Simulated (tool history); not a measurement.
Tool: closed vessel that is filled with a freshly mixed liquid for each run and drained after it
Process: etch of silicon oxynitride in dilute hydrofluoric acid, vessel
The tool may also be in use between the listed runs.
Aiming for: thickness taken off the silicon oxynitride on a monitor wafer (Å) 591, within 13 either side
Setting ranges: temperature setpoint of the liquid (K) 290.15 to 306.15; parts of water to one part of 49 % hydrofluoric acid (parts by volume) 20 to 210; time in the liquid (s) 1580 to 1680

run    day  temperature setpoint of the liquid (K)  parts of water to one part of 49 % hydrofluoric acid (parts by volume)  time in the liquid (s)  thickness taken off the silicon oxynitride on a monitor wafer (Å)
  1      0                                  298.15                                                                     115                    1580                                                             729.03
  2  0.262                                  296.65                                                                     115                    1580                                                             680.85
  3  0.533                                  296.65                                                                      75                    1580                                                             1079.3
  4  0.821                                  296.65                                                                      75                    1580                                                             1080.3
  5  1.067                                  296.65                                                                     115                    1580                                                             682.93
  6  1.162                                  296.65                                                                     115                    1680                                                             724.27
  7  1.367                                  295.65                                                                     115                    1680                                                             692.67
  8  1.546                                  295.65                                                                     115                    1680                                                              693.1
  9  1.658                                  294.65                                                                     115                    1680                                                             654.72
 10  1.742                                  294.15                                                                     115                    1680                                                             650.26
 11  2.117                                  291.65                                                                     115                    1680                                                              572.2

Exercise: of the 4 proposed moves below, exactly one satisfies all targets within the stated allowed misses. Which move is it?
  A  2.492                                  290.15                                                                     105                    1645                                                                  ?
  B  2.492                                  291.65                                                                     110                    1675                                                                  ?
  C  2.492                                  290.15                                                                     105                    1585                                                                  ?
  D  2.492                                  290.65                                                                     100                    1640                                                                  ?

move  thickness taken off the silicon oxynitride on a monitor wafer (Å)
   A                                                             568.59
   B                                                             593.44
   C                                                             547.85
   D                                                             612.26
A: lands further from the targets than the last run did
B: each result inside its tolerance
C: lands further from the targets than the last run did
D: carries the result that was furthest off beyond its target, to the other side
Correct choice: B, which meets every target
